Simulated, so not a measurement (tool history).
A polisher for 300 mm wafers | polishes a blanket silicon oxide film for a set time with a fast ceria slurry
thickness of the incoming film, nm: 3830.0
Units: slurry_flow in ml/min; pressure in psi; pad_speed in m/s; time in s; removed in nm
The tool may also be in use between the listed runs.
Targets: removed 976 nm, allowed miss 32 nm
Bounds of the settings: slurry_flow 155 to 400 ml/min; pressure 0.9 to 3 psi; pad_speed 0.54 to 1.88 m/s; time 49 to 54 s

| run | hour | slurry_flow | pressure | pad_speed | time | removed |
|---|---|---|---|---|---|---|
| 1 | 0 | 255 | 1.9 | 1.2 | 54 | 572.8 |
| 2 | 5.7 | 255 | 1.9 | 1.2 | 54 | 571.09 |
| 3 | 12.5 | 255 | 1.7 | 1.2 | 54 | 535.22 |
| 4 | 18.6 | 255 | 1.9 | 1.22 | 54 | 579.75 |
| 5 | 26 | 255 | 2.2 | 1.22 | 54 | 660.18 |
| 6 | 31.8 | 255 | 2.2 | 0.92 | 54 | 529.6 |
| 7 | 36.9 | 255 | 2.2 | 0.92 | 54 | 525.48 |
| 8 | 42.2 | 255 | 2.3 | 0.98 | 54 | 558.63 |
| 9 | 47.5 | 260 | 2.4 | 1.06 | 54 | 627.57 |
| 10 | 54.7 | 260 | 2.4 | 1.06 | 54 | 623.54 |
|  | 58 | head pressure recalibrated |
| 11 | 58 | 270 | 3 | 1.24 | 54 | 903.73 |

5 next moves are on the table. One of them brings every result within its allowed miss. Which?
| A | 61.3 | 265 | 3 | 1.28 | 53 | ? |
| B | 61.3 | 195 | 2.8 | 1.36 | 54 | ? |
| C | 61.3 | 315 | 3 | 1.32 | 54 | ? |
| D | 61.3 | 265 | 3 | 1.34 | 52 | ? |
| E | 61.3 | 315 | 2.9 | 1.26 | 54 | ? |

| move | removed |
|---|---|
| A | 902.97 |
| B | 879.7 |
| C | 956.56 |
| D | 916.97 |
| E | 898.92 |
A: as far off as the last run
B: further off than the last run
C: meets every target
D: nearer than the last run, and not there yet
E: further off than the last run
Move C is the one to make.

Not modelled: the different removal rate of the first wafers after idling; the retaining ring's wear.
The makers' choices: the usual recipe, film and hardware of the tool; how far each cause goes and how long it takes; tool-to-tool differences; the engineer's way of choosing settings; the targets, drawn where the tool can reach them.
